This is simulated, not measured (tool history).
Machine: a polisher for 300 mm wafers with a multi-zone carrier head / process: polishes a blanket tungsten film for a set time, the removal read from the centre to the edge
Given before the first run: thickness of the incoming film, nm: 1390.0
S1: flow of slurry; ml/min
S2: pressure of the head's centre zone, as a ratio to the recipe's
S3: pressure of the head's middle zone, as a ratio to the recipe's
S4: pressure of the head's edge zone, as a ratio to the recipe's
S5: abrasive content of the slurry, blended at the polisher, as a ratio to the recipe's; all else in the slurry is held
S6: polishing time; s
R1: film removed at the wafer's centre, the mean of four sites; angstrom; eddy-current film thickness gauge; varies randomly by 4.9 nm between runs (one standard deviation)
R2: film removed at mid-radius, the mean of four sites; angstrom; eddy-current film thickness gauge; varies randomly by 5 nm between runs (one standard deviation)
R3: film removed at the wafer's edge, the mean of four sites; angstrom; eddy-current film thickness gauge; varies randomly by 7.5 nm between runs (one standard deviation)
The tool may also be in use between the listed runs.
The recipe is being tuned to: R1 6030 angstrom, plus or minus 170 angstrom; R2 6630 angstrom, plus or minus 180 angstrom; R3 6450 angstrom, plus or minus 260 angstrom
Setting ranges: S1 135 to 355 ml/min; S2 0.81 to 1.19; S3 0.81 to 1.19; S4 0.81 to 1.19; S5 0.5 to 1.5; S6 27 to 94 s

run	hour	S1	S2	S3	S4	S5	S6	R1	R2	R3
1	0	225	1	1	1	1	60	4156.5	4623.2	4509.7
2	4.1	225	1	1	1.05	1	60	4159.5	4642.2	4738.3
3	7.3	225	1	0.93	1.05	1	60	4132.9	4298.4	4760.9
4	9.2	230	1.02	0.96	1.07	1.05	61	4332.5	4640.3	4842.1
# hour 13.3: centre zone pressure recalibrated
5	13.3	225	1.03	0.96	1.08	1.1	63	4889	4812.2	5082.9
6	16.9	225	1.03	0.96	1.08	1.1	49	3819.1	3739.3	3982.4
7	20	230	1.02	0.97	1.09	1.15	52	4039.4	4021.9	4199.9
8	26.5	225	1.01	0.98	1.1	1.2	55	4351.9	4359.3	4585.5
9	33.1	220	1	1	1.11	1.25	57	4483.2	4628.4	4836.4
10	40.9	215	1	1.02	1.12	1.3	59	4625.2	4889.4	5010.7
11	48.9	215	1	1.03	1.13	1.35	61	4897.6	5150.6	5296.3
12	52.2	220	1	1.04	1.14	1.35	62	4980.6	5276.5	5373
13	59.5	220	1	1.05	1.14	1.35	63	5053.7	5371.7	5435.4
14	63.1	220	1	1.06	1.14	1.35	64	5054.8	5607.2	5611.9
15	70.1	225	1.01	1.07	1.15	1.35	65	5212.2	5681.2	5608.2
16	73.5	225	1.01	1.07	1.15	1.35	66	5299.9	5835.2	5774.6
17	79.4	230	1.01	1.07	1.15	1.35	67	5377	5857.2	5823.2

Of the 4 settings listed for the next run, only one would bring every result within its allowed miss of target. Which one?
A	85.3	230	0.98	1.02	1.19	1.45	71	?	?	?
B	85.3	210	1.03	1.12	1.17	1.45	73	?	?	?
C	85.3	190	0.98	0.96	1.19	1.35	78	?	?	?
D	85.3	235	0.91	0.95	1.19	1.3	79	?	?	?

move	R1	R2	R3
A	5659.9	6027.4	6360.3
B	6046.3	6602.1	6419.8
C	5949.3	6060.9	6755.7
D	5715.1	6205.4	6923.4
A: moves toward the targets from the last run without getting all of them in spec
B: meets every target
C: moves toward the targets from the last run without getting all of them in spec
D: moves toward the targets from the last run without getting all of them in spec
B meets every target.
